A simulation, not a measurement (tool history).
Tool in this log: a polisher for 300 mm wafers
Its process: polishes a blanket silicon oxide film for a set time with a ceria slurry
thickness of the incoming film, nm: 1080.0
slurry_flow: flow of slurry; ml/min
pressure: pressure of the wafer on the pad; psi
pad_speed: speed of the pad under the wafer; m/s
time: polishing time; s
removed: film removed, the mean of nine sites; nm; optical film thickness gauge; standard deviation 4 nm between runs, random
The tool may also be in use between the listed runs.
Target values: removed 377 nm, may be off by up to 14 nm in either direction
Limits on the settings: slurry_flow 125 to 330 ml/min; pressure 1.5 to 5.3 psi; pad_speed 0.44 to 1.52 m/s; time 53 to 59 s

| run | day | slurry_flow | pressure | pad_speed | time | removed |
|---|---|---|---|---|---|---|
| 1 | 0 | 210 | 3.4 | 0.98 | 59 | 269.75 |
| 2 | 0.125 | 210 | 3.4 | 1.2 | 59 | 328.56 |
| 3 | 0.446 | 180 | 3.4 | 1.2 | 59 | 326.83 |
| 4 | 0.629 | 180 | 3.5 | 1.2 | 59 | 328.3 |
| 5 | 0.817 | 210 | 3.5 | 1.2 | 59 | 345.14 |
| 6 | 1.171 | 220 | 3.6 | 1.2 | 59 | 348.04 |
| 7 | 1.483 | 220 | 3.7 | 1.2 | 59 | 355.31 |
| 8 | 1.804 | 220 | 3.7 | 1.2 | 59 | 361.96 |

Of the 4 settings listed for the next run, only one would bring every result within its allowed miss of target. Which one?
| A | 2.125 | 215 | 3.5 | 1.24 | 56 | ? |
| B | 2.125 | 240 | 3.7 | 1.24 | 59 | ? |
| C | 2.125 | 195 | 4.3 | 1.2 | 59 | ? |
| D | 2.125 | 200 | 4.3 | 1.12 | 53 | ? |

| move | removed |
|---|---|
| A | 329.47 |
| B | 369.93 |
| C | 407.14 |
| D | 342.76 |
A: moves away from the targets compared with the last run
B: all results land within tolerance of their targets
C: carries the result that was furthest off beyond its target, to the other side
D: moves away from the targets compared with the last run
B is the move that brings every result within its allowed miss.

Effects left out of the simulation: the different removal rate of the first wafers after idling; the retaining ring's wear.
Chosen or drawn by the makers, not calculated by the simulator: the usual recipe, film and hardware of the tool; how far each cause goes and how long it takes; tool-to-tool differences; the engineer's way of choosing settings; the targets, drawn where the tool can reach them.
